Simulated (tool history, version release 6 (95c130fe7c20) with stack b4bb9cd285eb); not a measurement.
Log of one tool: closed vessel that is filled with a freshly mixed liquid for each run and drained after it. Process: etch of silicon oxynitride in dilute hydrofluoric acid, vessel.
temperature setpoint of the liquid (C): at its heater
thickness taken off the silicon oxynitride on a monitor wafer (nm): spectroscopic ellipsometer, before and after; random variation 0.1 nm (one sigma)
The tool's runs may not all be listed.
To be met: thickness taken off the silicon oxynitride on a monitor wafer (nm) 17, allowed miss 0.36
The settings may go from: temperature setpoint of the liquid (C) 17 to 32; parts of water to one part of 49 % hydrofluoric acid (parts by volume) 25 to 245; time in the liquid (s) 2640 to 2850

run	hour	temperature setpoint of the liquid (C)	parts of water to one part of 49 % hydrofluoric acid (parts by volume)	time in the liquid (s)	thickness taken off the silicon oxynitride on a monitor wafer (nm)
1	0	24	135	2640	37.54
2	2.9	22	150	2640	30.28
3	7.1	22	125	2640	37.526
4	10.9	22	125	2850	40.348
5	15.5	22	125	2850	40.134
6	22.3	22	100	2850	51.693
# hour 29.9: thermometer replaced
7	29.9	20.5	125	2845	33.675
8	36.2	17	170	2840	19.943
9	44.7	17	175	2840	19.526
10	47.5	17	180	2840	18.763
11	53.6	17	185	2840	18.051

4 next moves are on the table. One of them brings every result within its allowed miss. Which?
A	59.7	17	200	2795	?
B	59.7	18	205	2700	?
C	59.7	17	200	2690	?
D	59.7	19	210	2785	?

move	thickness taken off the silicon oxynitride on a monitor wafer (nm)
A	16.441
B	16.201
C	15.823
D	17.046
A: takes the result that was furthest off past its target
B: takes the result that was furthest off past its target
C: takes the result that was furthest off past its target
D: meets every target
Move D is the one to make.
